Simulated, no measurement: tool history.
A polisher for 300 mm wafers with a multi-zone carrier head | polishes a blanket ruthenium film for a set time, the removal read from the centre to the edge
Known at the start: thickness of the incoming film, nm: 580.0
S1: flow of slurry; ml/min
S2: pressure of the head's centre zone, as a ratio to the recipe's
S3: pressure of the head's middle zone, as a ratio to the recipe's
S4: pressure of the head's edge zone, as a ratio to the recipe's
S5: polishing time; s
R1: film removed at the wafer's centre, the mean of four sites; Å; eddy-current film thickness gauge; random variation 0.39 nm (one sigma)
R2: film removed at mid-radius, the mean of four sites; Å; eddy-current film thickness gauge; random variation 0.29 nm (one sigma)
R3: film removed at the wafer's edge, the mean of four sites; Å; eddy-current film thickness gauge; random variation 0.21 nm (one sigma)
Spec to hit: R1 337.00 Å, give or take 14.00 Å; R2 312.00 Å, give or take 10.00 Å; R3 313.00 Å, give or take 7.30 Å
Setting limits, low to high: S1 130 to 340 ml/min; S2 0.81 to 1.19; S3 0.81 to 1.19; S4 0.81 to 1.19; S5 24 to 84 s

run,hour,S1,S2,S3,S4,S5,R1,R2,R3
1,0.0,220,1.00,1.00,1.00,54,497.11,523.44,509.63
2,2.8,220,1.00,1.00,1.07,54,494.31,533.83,527.66
3,5.3,220,1.00,1.00,1.12,54,505.06,528.12,527.20
4,13.3,220,1.02,1.00,1.11,49,458.13,479.75,478.87
5,14.7,220,1.02,0.97,1.11,49,457.46,467.82,482.35
6,16.3,220,1.07,0.97,1.11,49,477.12,458.90,481.75
7,22.9,220,1.08,0.97,1.08,46,452.67,438.04,449.97
8,26.1,215,1.09,0.97,1.06,43,423.87,397.70,412.50
9,33.9,205,1.09,0.97,1.03,42,403.77,400.98,396.32
10,34.7,200,1.10,0.95,1.00,41,398.43,378.71,382.73
11,41.5,195,1.10,0.94,0.98,40,384.65,358.93,362.97
12,47.6,195,1.10,0.94,0.98,40,375.16,364.65,361.46
13,49.3,190,1.11,0.92,0.96,40,387.90,356.41,361.85
14,49.9,185,1.10,0.91,0.94,40,379.11,348.83,358.56
15,56.5,175,1.09,0.90,0.84,34,324.74,293.82,285.00
16,58.3,185,1.09,0.90,0.85,34,330.58,290.07,288.62
17,62.3,185,1.09,0.91,0.87,34,317.40,300.99,289.96
18,66.0,185,1.10,0.91,0.88,34,324.38,299.05,292.25
19,71.1,185,1.10,0.91,0.89,34,329.78,290.96,295.29

4 candidate next runs follow, results not yet known. Just one meets every target within its allowed miss. Identify it.
A,76.2,190,1.10,0.83,0.98,35,?,?,?
B,76.2,200,1.18,0.87,0.94,34,?,?,?
C,76.2,130,1.11,0.89,0.85,39,?,?,?
D,76.2,240,1.19,0.81,0.91,31,?,?,?

move,R1,R2,R3
A,336.04,287.81,322.17
B,347.93,293.01,308.61
C,343.45,312.79,316.60
D,328.73,258.69,282.89
A: carries the result that was furthest off beyond its target, to the other side
B: brings the last run's worst result on target, with another outside its allowed miss
C: all results land within tolerance of their targets
D: the biggest miss grows against the last run
Go with C: it meets all targets.

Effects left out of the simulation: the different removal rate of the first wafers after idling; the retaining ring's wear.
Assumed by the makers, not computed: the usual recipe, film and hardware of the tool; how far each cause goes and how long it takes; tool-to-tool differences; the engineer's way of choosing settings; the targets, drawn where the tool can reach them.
